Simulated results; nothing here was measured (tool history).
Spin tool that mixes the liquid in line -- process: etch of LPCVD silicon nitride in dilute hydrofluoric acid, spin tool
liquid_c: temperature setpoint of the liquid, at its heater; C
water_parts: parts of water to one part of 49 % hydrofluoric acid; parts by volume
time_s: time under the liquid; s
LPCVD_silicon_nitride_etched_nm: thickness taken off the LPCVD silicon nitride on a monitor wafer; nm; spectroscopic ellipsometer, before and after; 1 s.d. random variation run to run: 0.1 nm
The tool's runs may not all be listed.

run,hour,liquid_c,water_parts,time_s,LPCVD_silicon_nitride_etched_nm
1,0.0,24.0,50,320,3.2137
2,8.6,24.0,50,320,3.2190
3,15.0,24.0,40,320,4.1022
4,16.8,25.0,40,320,4.4208
# hour 21.5: hydrofluoric acid flow meter replaced
5,21.5,25.0,50,320,3.5521
6,23.2,25.0,50,320,3.7445
7,25.2,26.0,50,320,4.0456
8,29.9,26.5,50,320,3.9446
9,35.4,27.5,50,320,4.3540
10,42.0,28.0,50,320,4.4310

The next listed run, before its measurement:
11,43.6,28.5,50,320,?

{"run 11": {"LPCVD_silicon_nitride_etched_nm": 4.5617}}
